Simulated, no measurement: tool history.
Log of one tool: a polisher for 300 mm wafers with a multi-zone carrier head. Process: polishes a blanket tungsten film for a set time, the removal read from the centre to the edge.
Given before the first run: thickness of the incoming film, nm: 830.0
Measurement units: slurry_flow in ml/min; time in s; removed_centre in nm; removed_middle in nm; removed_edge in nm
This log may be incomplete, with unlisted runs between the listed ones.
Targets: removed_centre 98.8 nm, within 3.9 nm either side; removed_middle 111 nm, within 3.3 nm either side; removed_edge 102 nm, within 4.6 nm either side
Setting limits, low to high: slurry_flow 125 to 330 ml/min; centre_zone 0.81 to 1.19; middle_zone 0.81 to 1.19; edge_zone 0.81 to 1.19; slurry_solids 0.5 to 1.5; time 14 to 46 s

Run 1, day 0: slurry_flow 210 ml/min, centre_zone 1, middle_zone 1, edge_zone 1, slurry_solids 1, time 30 s. Result: removed_centre 138.26 nm, removed_middle 141.69 nm, removed_edge 141.61 nm.
Run 2, day 0.079: slurry_flow 260 ml/min, centre_zone 1, middle_zone 1, edge_zone 1, slurry_solids 1, time 30 s. Result: removed_centre 141.62 nm, removed_middle 146.26 nm, removed_edge 143.86 nm.
Run 3, day 0.246: slurry_flow 260 ml/min, centre_zone 0.98, middle_zone 1, edge_zone 0.97, slurry_solids 0.9, time 29 s. Result: removed_centre 128.38 nm, removed_middle 134.43 nm, removed_edge 132.91 nm.
Run 4, day 0.388: slurry_flow 260 ml/min, centre_zone 0.97, middle_zone 1.01, edge_zone 0.94, slurry_solids 0.8, time 29 s. Result: removed_centre 122.05 nm, removed_middle 130.77 nm, removed_edge 124.68 nm.
Run 5, day 0.612: slurry_flow 255 ml/min, centre_zone 0.96, middle_zone 1.01, edge_zone 0.92, slurry_solids 0.75, time 29 s. Result: removed_centre 120.89 nm, removed_middle 130.36 nm, removed_edge 123.05 nm.
Run 6, day 0.842: slurry_flow 255 ml/min, centre_zone 0.96, middle_zone 1.01, edge_zone 0.92, slurry_solids 0.6, time 29 s. Result: removed_centre 113.91 nm, removed_middle 120.7 nm, removed_edge 113.27 nm.
Run 7, day 0.962: slurry_flow 250 ml/min, centre_zone 0.95, middle_zone 1.01, edge_zone 0.9, slurry_solids 0.6, time 29 s. Result: removed_centre 111.01 nm, removed_middle 121.31 nm, removed_edge 112.19 nm.
Run 8, day 1.288: slurry_flow 240 ml/min, centre_zone 0.94, middle_zone 1, edge_zone 0.89, slurry_solids 0.6, time 29 s. Result: removed_centre 109.41 nm, removed_middle 119.38 nm, removed_edge 111.87 nm.
Run 9, day 1.558: slurry_flow 235 ml/min, centre_zone 0.93, middle_zone 1, edge_zone 0.88, slurry_solids 0.6, time 29 s. Result: removed_centre 108.19 nm, removed_middle 118.13 nm, removed_edge 113.5 nm.

5 next moves are on the table. One of them brings every result within its allowed miss. Which?
Run A, day 1.829: slurry_flow 270 ml/min, centre_zone 0.97, middle_zone 1.11, edge_zone 0.88, slurry_solids 0.6, time 27 s. Result: removed_centre ?, removed_middle ?, removed_edge ?.
Run B, day 1.829: slurry_flow 225 ml/min, centre_zone 1.13, middle_zone 0.94, edge_zone 0.87, slurry_solids 0.55, time 29 s. Result: removed_centre ?, removed_middle ?, removed_edge ?.
Run C, day 1.829: slurry_flow 180 ml/min, centre_zone 0.92, middle_zone 1.02, edge_zone 0.86, slurry_solids 0.55, time 28 s. Result: removed_centre ?, removed_middle ?, removed_edge ?.
Run D, day 1.829: slurry_flow 205 ml/min, centre_zone 0.98, middle_zone 0.93, edge_zone 0.81, slurry_solids 0.5, time 32 s. Result: removed_centre ?, removed_middle ?, removed_edge ?.
Run E, day 1.829: slurry_flow 275 ml/min, centre_zone 0.9, middle_zone 1.19, edge_zone 0.84, slurry_solids 0.5, time 28 s. Result: removed_centre ?, removed_middle ?, removed_edge ?.

move  removed_centre  removed_middle  removed_edge
   A          104.78           122.7         103.2
   B          120.66          109.39        106.11
   C          97.232          110.81        100.19
   D          114.38           114.9        109.12
   E          96.893          127.38        98.642
A: puts the biggest miss on target and leaves a different result outside tolerance
B: puts the biggest miss on target and leaves a different result outside tolerance
C: every result within its allowed miss
D: its largest miss is bigger than the last run's
E: puts the biggest miss on target and leaves a different result outside tolerance
Go with C: it meets all targets.

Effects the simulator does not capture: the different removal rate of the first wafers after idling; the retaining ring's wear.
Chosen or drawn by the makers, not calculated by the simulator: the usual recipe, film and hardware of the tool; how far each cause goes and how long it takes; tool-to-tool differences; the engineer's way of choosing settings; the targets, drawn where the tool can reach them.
